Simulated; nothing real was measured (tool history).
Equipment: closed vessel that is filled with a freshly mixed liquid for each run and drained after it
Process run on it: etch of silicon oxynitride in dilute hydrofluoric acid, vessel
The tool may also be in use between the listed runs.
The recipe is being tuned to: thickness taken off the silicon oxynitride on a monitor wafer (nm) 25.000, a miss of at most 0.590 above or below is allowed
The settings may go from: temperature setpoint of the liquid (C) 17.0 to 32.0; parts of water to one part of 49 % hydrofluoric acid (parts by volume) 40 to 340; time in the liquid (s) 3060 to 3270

run    day  temperature setpoint of the liquid (C)  parts of water to one part of 49 % hydrofluoric acid (parts by volume)  time in the liquid (s)  thickness taken off the silicon oxynitride on a monitor wafer (nm)
  1  0.000                                    24.0                                                                     190                    3060                                                              31.899
  2  0.125                                    23.0                                                                     190                    3060                                                              30.058
  3  0.504                                    23.0                                                                     135                    3060                                                              44.117
  4  0.758                                    21.5                                                                     145                    3060                                                              37.965
  5  1.162                                    21.5                                                                      80                    3060                                                              73.000
  6  1.475                                    20.5                                                                     105                    3060                                                              51.910
  7  1.717                                    19.5                                                                     120                    3060                                                              42.968
  8  1.908                                    19.0                                                                     130                    3060                                                              38.522
  9  2.121                                    18.5                                                                     140                    3060                                                              34.617
 10  2.275                                    18.0                                                                     145                    3060                                                              32.267
 11  2.512                                    18.0                                                                     150                    3060                                                              31.161
 12  2.600                                    18.0                                                                     150                    3060                                                              31.057
 13  2.967                                    17.0                                                                     185                    3060                                                              23.439
 14  3.079                                    17.5                                                                     185                    3060                                                              24.124

Which one of the following 5 next-run settings gets every result inside its allowed miss? There is exactly one.
  A  3.192                                    18.5                                                                     185                    3170                                                                   ?
  B  3.192                                    18.0                                                                     175                    3095                                                                   ?
  C  3.192                                    17.0                                                                     175                    3170                                                                   ?
  D  3.192                                    17.0                                                                     185                    3060                                                                   ?
  E  3.192                                    17.0                                                                     175                    3075                                                                   ?

move  thickness taken off the silicon oxynitride on a monitor wafer (nm)
   A                                                              26.476
   B                                                              26.828
   C                                                              26.175
   D                                                              23.771
   E                                                              25.390
A: the result that was furthest off in the last run now lies on the other side of its target
B: the result that was furthest off in the last run now lies on the other side of its target
C: the result that was furthest off in the last run now lies on the other side of its target
D: its largest miss is bigger than the last run's
E: meets every target
Go with E: it meets all targets.

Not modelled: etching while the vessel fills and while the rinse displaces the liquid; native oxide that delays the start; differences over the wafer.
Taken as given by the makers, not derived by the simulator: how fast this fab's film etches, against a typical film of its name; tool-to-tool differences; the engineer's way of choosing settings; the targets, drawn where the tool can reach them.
